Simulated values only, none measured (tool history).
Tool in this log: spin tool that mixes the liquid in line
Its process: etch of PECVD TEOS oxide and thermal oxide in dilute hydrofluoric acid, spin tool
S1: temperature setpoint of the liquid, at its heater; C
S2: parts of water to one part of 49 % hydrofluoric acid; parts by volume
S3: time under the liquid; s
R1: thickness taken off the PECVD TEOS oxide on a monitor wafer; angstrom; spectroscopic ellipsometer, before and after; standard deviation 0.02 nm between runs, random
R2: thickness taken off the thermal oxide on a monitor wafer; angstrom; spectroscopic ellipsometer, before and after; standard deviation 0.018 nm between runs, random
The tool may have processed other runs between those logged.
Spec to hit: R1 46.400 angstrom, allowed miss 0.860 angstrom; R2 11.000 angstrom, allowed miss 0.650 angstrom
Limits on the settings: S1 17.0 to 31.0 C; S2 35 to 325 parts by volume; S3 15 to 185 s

run,hour,S1,S2,S3,R1,R2
1,0.0,23.0,180,95,82.180,19.047
2,6.3,21.5,195,95,70.767,16.390
3,13.9,20.0,205,95,62.448,14.393
4,21.5,20.0,205,130,85.968,20.497
5,23.6,19.0,230,130,71.676,16.682
6,27.6,19.0,290,130,53.979,12.888
7,36.5,18.5,295,130,51.740,12.414
8,38.6,18.0,300,130,49.974,11.675
9,41.5,18.0,305,130,48.920,11.479

Which single option among these 5 for the next run brings every result within its allowed miss of target? Just one does.
A,44.4,17.0,290,135,?,?
B,44.4,21.0,325,120,?,?
C,44.4,19.0,270,115,?,?
D,44.4,22.5,320,120,?,?
E,44.4,17.5,260,120,?,?

move,R1,R2
A,52.075,12.299
B,46.426,10.965
C,52.289,12.350
D,49.940,11.795
E,53.998,12.753
A: moves away from the targets compared with the last run
B: each result inside its tolerance
C: moves away from the targets compared with the last run
D: moves away from the targets compared with the last run
E: moves away from the targets compared with the last run
Correct choice: B, which meets every target
